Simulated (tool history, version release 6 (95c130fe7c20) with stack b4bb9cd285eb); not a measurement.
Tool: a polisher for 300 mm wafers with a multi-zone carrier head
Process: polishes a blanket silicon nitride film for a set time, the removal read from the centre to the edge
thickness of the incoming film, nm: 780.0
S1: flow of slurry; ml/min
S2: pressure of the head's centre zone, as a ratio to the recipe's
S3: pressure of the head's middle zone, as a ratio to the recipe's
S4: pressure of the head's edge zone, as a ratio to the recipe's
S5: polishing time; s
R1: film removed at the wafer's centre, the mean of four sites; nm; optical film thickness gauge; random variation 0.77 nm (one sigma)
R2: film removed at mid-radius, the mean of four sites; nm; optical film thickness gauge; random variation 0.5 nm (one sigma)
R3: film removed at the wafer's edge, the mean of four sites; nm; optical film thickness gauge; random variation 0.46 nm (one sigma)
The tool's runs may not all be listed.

run 1 hour=0 | S1=290 S2=1 S3=1 S4=1 S5=63 | R1=90.523 R2=91.458 R3=92.316
run 2 hour=5.5 | S1=290 S2=1 S3=1.04 S4=1 S5=63 | R1=93.093 R2=92.197 R3=91.389
run 3 hour=13.5 | S1=355 S2=1 S3=1.04 S4=1 S5=63 | R1=91.92 R2=94.507 R3=91.625
run 4 hour=22 | S1=355 S2=0.99 S3=1 S4=0.97 S5=61 | R1=91.303 R2=88.781 R3=88.324
run 5 hour=29.9 | S1=350 S2=0.95 S3=0.99 S4=0.96 S5=59 | R1=86.032 R2=84.775 R3=84.849
run 6 hour=30.8 | S1=345 S2=0.92 S3=0.98 S4=0.96 S5=57 | R1=78.64 R2=80.719 R3=82.089
run 7 hour=32.2 | S1=340 S2=0.9 S3=0.97 S4=0.94 S5=56 | R1=76.285 R2=80.179 R3=79.787
run 8 hour=36.4 | S1=280 S2=0.85 S3=0.87 S4=0.91 S5=54 | R1=66.493 R2=69.859 R3=74.776
run 9 hour=41.9 | S1=290 S2=0.86 S3=0.88 S4=0.91 S5=54 | R1=68.455 R2=69.836 R3=75.087

The next listed run, before its measurement:
run 10 hour=44.9 | S1=290 S2=0.86 S3=0.88 S4=0.91 S5=54 | R1=? R2=? R3=?

R1: 67.012 nm
R2: 69.639 nm
R3: 75.042 nm

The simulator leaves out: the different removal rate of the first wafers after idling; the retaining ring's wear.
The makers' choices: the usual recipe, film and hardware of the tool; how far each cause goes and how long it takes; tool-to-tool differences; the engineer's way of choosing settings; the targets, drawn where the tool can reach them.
